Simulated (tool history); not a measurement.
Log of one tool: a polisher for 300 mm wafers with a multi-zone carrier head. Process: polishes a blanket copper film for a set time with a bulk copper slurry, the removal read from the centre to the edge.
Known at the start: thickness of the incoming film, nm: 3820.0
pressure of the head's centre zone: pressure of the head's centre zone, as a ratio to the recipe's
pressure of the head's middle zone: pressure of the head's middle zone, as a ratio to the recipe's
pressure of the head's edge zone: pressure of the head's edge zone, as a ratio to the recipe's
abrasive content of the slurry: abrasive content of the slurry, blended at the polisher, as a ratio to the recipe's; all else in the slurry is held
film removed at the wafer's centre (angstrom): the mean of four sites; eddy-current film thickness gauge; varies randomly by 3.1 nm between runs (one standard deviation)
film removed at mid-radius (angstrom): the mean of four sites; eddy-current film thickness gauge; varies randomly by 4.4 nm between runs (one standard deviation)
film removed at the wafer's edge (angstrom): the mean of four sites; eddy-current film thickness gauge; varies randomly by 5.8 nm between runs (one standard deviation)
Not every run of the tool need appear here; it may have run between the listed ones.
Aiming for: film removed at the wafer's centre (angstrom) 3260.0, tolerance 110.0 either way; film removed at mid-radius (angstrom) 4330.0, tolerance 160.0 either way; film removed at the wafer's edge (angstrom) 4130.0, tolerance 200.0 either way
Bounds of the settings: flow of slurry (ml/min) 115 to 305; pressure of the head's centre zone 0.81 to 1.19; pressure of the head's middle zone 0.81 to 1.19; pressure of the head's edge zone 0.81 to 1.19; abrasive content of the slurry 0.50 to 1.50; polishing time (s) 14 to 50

run	hour	flow of slurry (ml/min)	pressure of the head's centre zone	pressure of the head's middle zone	pressure of the head's edge zone	abrasive content of the slurry	polishing time (s)	film removed at the wafer's centre (angstrom)	film removed at mid-radius (angstrom)	film removed at the wafer's edge (angstrom)
1	0.0	195	1.00	1.00	1.00	1.00	32	3433.9	3349.1	3289.4
2	5.6	195	1.00	1.00	1.00	1.00	29	3097.8	3067.0	2952.0
3	10.7	200	0.96	1.03	1.04	1.10	30	3135.6	3292.9	3207.3
4	14.4	200	0.88	1.03	1.04	1.10	30	2873.4	3286.2	3248.2
5	19.4	150	0.88	1.03	1.04	1.10	30	2766.6	3196.9	3189.6
6	21.3	155	0.87	1.06	1.06	1.20	31	2908.3	3418.8	3301.0
7	24.7	160	0.86	1.08	1.09	1.20	32	2956.1	3656.3	3453.5
8	29.8	165	0.85	1.08	1.11	1.25	33	3007.0	3800.5	3634.9
9	35.9	175	0.85	1.08	1.13	1.30	33	3093.9	3880.1	3803.9
10	36.7	185	0.85	1.09	1.14	1.30	33	3086.0	3875.3	3821.3
11	41.3	195	0.85	1.11	1.15	1.35	33	3232.3	4028.1	3792.2
12	44.5	190	0.84	1.11	1.16	1.35	33	3066.8	4065.6	3868.1
13	45.9	195	0.84	1.11	1.17	1.40	33	3161.3	3988.7	3839.4
14	48.2	195	0.83	1.11	1.17	1.40	33	3107.9	4109.0	3847.8

Next run, 5 choices. One meets every target within its allowed miss, the rest don't. Which?
A	50.5	205	0.84	0.96	1.19	1.30	35	?	?	?
B	50.5	205	0.87	1.08	1.15	1.30	31	?	?	?
C	50.5	150	0.82	1.11	1.15	1.50	36	?	?	?
D	50.5	165	0.85	1.18	1.13	1.35	33	?	?	?
E	50.5	190	0.88	1.09	1.09	1.50	33	?	?	?

move	film removed at the wafer's centre (angstrom)	film removed at mid-radius (angstrom)	film removed at the wafer's edge (angstrom)
A	3311.9	3821.9	4165.5
B	3041.7	3739.7	3629.3
C	3244.8	4361.4	4184.7
D	3076.8	4192.9	3768.7
E	3329.8	4083.9	3854.0
A: the worst result of the last run now meets its target, but another is out of spec
B: lands further from the targets than the last run did
C: all results in spec
D: lands further from the targets than the last run did
E: lands further from the targets than the last run did
So the answer is move C, the one that meets all the targets.

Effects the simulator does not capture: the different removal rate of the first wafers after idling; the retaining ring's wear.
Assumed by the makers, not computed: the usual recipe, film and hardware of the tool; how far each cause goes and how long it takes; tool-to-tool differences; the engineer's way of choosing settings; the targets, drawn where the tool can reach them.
